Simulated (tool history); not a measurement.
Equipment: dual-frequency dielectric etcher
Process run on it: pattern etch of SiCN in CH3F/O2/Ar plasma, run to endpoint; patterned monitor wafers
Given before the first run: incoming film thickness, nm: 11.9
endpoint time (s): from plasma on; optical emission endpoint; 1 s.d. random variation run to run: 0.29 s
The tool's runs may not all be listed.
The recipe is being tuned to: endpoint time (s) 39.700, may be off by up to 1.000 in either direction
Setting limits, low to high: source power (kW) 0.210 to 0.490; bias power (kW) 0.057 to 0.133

Run 1, day 0.000: source power (kW) 0.350, bias power (kW) 0.095. Result: endpoint time (s) 30.197.
Run 2, day 0.288: source power (kW) 0.410, bias power (kW) 0.095. Result: endpoint time (s) 27.860.
Run 3, day 0.542: source power (kW) 0.380, bias power (kW) 0.091. Result: endpoint time (s) 29.535.
Run 4, day 0.571: source power (kW) 0.320, bias power (kW) 0.091. Result: endpoint time (s) 31.239.
Run 5, day 0.788: source power (kW) 0.300, bias power (kW) 0.086. Result: endpoint time (s) 32.884.
Run 6, day 0.996: source power (kW) 0.300, bias power (kW) 0.102. Result: endpoint time (s) 31.471.
Run 7, day 1.338: source power (kW) 0.300, bias power (kW) 0.102. Result: endpoint time (s) 31.500.
Run 8, day 1.704: source power (kW) 0.290, bias power (kW) 0.095. Result: endpoint time (s) 32.544.
Run 9, day 1.833: source power (kW) 0.280, bias power (kW) 0.090. Result: endpoint time (s) 33.033.
Run 10, day 2.179: source power (kW) 0.270, bias power (kW) 0.085. Result: endpoint time (s) 34.957.

Which of these 4 next moves meets every target?
Run A, day 2.525: source power (kW) 0.250, bias power (kW) 0.081. Result: endpoint time (s) ?.
Run B, day 2.525: source power (kW) 0.210, bias power (kW) 0.060. Result: endpoint time (s) ?.
Run C, day 2.525: source power (kW) 0.220, bias power (kW) 0.072. Result: endpoint time (s) ?.
Run D, day 2.525: source power (kW) 0.260, bias power (kW) 0.070. Result: endpoint time (s) ?.

move  endpoint time (s)
   A             36.356
   B             42.285
   C             39.598
   D             37.155
A: moves toward the targets from the last run without getting all of them in spec
B: takes the result that was furthest off past its target
C: every result within its allowed miss
D: moves toward the targets from the last run without getting all of them in spec
The right move is C.
